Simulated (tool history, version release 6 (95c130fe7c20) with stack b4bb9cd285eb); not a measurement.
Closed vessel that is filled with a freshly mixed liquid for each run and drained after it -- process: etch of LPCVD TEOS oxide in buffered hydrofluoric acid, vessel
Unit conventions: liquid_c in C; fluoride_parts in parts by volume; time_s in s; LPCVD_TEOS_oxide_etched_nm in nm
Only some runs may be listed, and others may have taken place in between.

| run | hour | liquid_c | fluoride_parts | time_s | LPCVD_TEOS_oxide_etched_nm |
|---|---|---|---|---|---|
| 1 | 0 | 24 | 16 | 105 | 285.82 |
| 2 | 2.6 | 25.5 | 15.5 | 105 | 321 |
| 3 | 10.3 | 22 | 15.5 | 105 | 266.5 |
| 4 | 12.4 | 22 | 15.5 | 115 | 291.49 |
| 5 | 17.4 | 23.5 | 15.5 | 115 | 317.03 |
| 6 | 21.4 | 23.5 | 15.5 | 115 | 317.9 |
| 7 | 24.8 | 23.5 | 15.5 | 115 | 316.48 |
| 8 | 33.5 | 25 | 15.5 | 115 | 342.64 |
| 9 | 35.3 | 25 | 15.5 | 115 | 343.93 |
| 10 | 38.5 | 26 | 15.5 | 115 | 362.81 |

Run 11 has not been measured yet. What should we expect?
| 11 | 39.9 | 27 | 15.5 | 115 | ? |

LPCVD_TEOS_oxide_etched_nm: 381.44 nm
